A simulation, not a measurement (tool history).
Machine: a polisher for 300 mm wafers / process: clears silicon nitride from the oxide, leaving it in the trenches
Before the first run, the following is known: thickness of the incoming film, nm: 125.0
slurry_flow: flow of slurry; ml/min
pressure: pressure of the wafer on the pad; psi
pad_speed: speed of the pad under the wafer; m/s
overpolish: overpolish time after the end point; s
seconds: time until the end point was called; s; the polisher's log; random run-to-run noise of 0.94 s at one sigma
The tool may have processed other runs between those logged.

run	day	slurry_flow	pressure	pad_speed	overpolish	seconds
1	0.000	310	2.3	1.30	7	128.600
2	0.304	310	2.3	1.62	7	102.860
3	0.571	310	2.4	1.62	7	100.920
4	0.879	310	2.7	1.62	7	94.460
5	1.192	310	2.8	1.62	7	91.239
6	1.300	375	2.8	1.62	7	90.525
7	1.342	375	2.9	1.62	7	87.712

Estimate the outcome of run 8 from the log above:
8	1.683	375	3.0	1.62	7	?

seconds: 84.332 s

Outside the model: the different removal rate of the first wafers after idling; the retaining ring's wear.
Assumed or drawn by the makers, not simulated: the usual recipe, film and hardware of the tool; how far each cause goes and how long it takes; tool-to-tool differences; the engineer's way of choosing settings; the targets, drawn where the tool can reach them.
